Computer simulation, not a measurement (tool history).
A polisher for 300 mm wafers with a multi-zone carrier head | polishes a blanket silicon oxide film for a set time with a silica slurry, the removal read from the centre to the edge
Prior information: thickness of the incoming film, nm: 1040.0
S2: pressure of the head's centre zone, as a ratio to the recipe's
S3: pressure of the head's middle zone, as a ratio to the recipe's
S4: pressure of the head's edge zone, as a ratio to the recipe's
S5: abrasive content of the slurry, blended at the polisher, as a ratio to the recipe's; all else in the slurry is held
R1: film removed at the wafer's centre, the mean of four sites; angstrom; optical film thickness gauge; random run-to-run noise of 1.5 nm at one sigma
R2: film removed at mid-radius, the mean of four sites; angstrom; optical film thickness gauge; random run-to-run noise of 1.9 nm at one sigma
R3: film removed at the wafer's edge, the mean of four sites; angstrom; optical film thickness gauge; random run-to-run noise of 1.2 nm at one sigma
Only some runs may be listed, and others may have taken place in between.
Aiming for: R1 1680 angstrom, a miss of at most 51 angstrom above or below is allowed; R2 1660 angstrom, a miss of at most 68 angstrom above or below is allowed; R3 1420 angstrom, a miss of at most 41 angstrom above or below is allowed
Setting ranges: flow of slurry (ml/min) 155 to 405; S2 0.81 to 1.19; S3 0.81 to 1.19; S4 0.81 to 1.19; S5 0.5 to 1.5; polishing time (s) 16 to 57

Run 1, hour 0: flow of slurry (ml/min) 260, S2 1, S3 1, S4 1, S5 1, polishing time (s) 36. Result: R1 923.2 angstrom, R2 939.27 angstrom, R3 933.52 angstrom.
Run 2, hour 5.8: flow of slurry (ml/min) 260, S2 1, S3 1, S4 1, S5 0.9, polishing time (s) 36. Result: R1 873.25 angstrom, R2 896.42 angstrom, R3 873.88 angstrom.
Run 3, hour 7.9: flow of slurry (ml/min) 280, S2 1.05, S3 1.06, S4 0.99, S5 1.1, polishing time (s) 38. Result: R1 1049.4 angstrom, R2 1081.9 angstrom, R3 1022.2 angstrom.
Run 4, hour 8.7: flow of slurry (ml/min) 280, S2 1.05, S3 1.06, S4 0.92, S5 1.1, polishing time (s) 38. Result: R1 1059.3 angstrom, R2 1073.9 angstrom, R3 996.12 angstrom.
Run 5, hour 10.5: flow of slurry (ml/min) 290, S2 1.09, S3 1.1, S4 0.91, S5 1.25, polishing time (s) 40. Result: R1 1222.8 angstrom, R2 1247 angstrom, R3 1090.1 angstrom.
Run 6, hour 11.1: flow of slurry (ml/min) 290, S2 1.09, S3 1.1, S4 0.84, S5 1.25, polishing time (s) 40. Result: R1 1239.4 angstrom, R2 1271.7 angstrom, R3 1046.3 angstrom.
Run 7, hour 15.3: flow of slurry (ml/min) 300, S2 1.11, S3 1.12, S4 0.88, S5 1.35, polishing time (s) 42. Result: R1 1358.6 angstrom, R2 1383.7 angstrom, R3 1158.5 angstrom.
Run 8, hour 22.2: flow of slurry (ml/min) 300, S2 1.13, S3 1.13, S4 0.9, S5 1.4, polishing time (s) 44. Result: R1 1447.9 angstrom, R2 1469.9 angstrom, R3 1246 angstrom.

Exercise: of the 4 proposed moves below, exactly one satisfies all targets within the stated allowed misses. Which move is it?
Run A, hour 29.1: flow of slurry (ml/min) 240, S2 1.19, S3 1.17, S4 0.83, S5 1.4, polishing time (s) 49. Result: R1 ?, R2 ?, R3 ?.
Run B, hour 29.1: flow of slurry (ml/min) 320, S2 1.03, S3 1.06, S4 0.89, S5 1.5, polishing time (s) 54. Result: R1 ?, R2 ?, R3 ?.
Run C, hour 29.1: flow of slurry (ml/min) 200, S2 1.19, S3 1.16, S4 0.96, S5 1.5, polishing time (s) 50. Result: R1 ?, R2 ?, R3 ?.
Run D, hour 29.1: flow of slurry (ml/min) 325, S2 1.16, S3 1.13, S4 0.84, S5 1.35, polishing time (s) 49. Result: R1 ?, R2 ?, R3 ?.

move      R1      R2      R3
   A  1651.2  1632.2  1310.6
   B  1671.3  1751.7  1568.6
   C  1673.7  1647.3  1434.6
   D    1650  1618.6    1336
A: meets the target for the result that was furthest off, but another lies outside its allowed miss
B: meets the target for the result that was furthest off, but another lies outside its allowed miss
C: each result inside its tolerance
D: meets the target for the result that was furthest off, but another lies outside its allowed miss
C is the move that brings every result within its allowed miss.

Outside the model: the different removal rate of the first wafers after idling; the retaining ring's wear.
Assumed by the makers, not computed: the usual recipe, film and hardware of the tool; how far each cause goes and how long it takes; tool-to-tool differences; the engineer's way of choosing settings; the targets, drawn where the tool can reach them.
